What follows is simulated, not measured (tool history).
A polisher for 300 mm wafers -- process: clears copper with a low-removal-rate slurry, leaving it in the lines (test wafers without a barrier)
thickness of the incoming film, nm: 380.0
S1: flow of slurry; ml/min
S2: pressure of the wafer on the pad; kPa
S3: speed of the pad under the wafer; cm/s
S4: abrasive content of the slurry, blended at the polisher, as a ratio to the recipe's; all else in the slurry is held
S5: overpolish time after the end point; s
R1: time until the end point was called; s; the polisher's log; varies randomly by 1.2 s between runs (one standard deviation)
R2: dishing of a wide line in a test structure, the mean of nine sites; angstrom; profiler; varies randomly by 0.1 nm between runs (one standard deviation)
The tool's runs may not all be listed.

run	hour	S1	S2	S3	S4	S5	R1	R2
1	0	225	18.6	86	1	8	212.54	88.538
2	2.2	225	15.9	86	1	8	241.87	80.562
3	3.7	235	17.9	86	1	7	218.23	76.714
4	11	235	17.9	108	1	7	173.37	92.438
5	19.7	235	17.9	108	1.15	7	170.48	95.307
6	21.9	235	18.6	108	1.15	6	167.01	84.917
7	24.4	240	19.3	108	1.15	6	157.73	88.346
8	30	245	19.3	108	1.15	6	160.38	90.013
9	36.6	240	19.3	108	1.15	6	161.06	87.338

Forecast run 10:
10	44.3	245	19.3	108	1.15	6	?	?

Run 10 produced R1 161.19 s, R2 88.037 angstrom.
